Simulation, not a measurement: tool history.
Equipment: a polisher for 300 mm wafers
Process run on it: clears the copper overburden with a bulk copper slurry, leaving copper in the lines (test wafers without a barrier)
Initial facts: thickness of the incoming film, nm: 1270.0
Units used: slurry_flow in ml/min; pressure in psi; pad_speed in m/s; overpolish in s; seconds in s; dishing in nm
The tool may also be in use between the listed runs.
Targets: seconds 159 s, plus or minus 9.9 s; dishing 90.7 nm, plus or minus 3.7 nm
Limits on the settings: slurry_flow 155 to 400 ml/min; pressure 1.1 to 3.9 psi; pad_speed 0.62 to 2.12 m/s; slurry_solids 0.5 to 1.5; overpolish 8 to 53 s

run  hour  slurry_flow  pressure  pad_speed  slurry_solids  overpolish  seconds  dishing
  1     0          255       2.5       1.36              1          27   103.63   108.52
  2   4.7          255       2.5       1.36            0.9          27   109.84   106.52
  3   6.6          255       2.9       1.36            0.9          27   94.616   113.71
  4   9.9          255       2.9       1.36           0.75          27   96.081   112.04
  5  16.8          290       2.9       1.36           0.75          27    98.41   112.98
  6  20.9          240       2.9       1.36           0.75          27   95.985   112.64
  7  23.1          240       2.6       1.34           0.75          27   107.92   106.09
  8  25.4          240       2.3       1.32           0.75          28   125.16   99.382
  9  33.6          240       2.2        1.3           0.75          29    133.7   96.282
 10  40.7          240       2.1       1.28           0.75          30   141.66   97.544
 11  47.7          240         2       1.28           0.75          30   150.15   91.735
 12  55.8          240         2       1.28           0.75          31   144.06   92.363
 13  64.3          240         2       1.26           0.75          33   147.17   94.578

Which single option among these 4 for the next run brings every result within its allowed miss of target? Just one does.
  A  72.8          220       1.8       1.72            0.7          29        ?        ?
  B  72.8          275       1.7       1.42            0.7          35        ?        ?
  C  72.8          215       2.2       1.18            0.8          38        ?        ?
  D  72.8          205       1.8       1.38           0.85          47        ?        ?

move  seconds  dishing
   A   129.42   90.371
   B   154.64    88.94
   C   138.32   101.01
   D   148.02   96.551
A: lands further from the targets than the last run did
B: in spec on every target
C: lands further from the targets than the last run did
D: lands further from the targets than the last run did
Correct choice: B, which meets every target
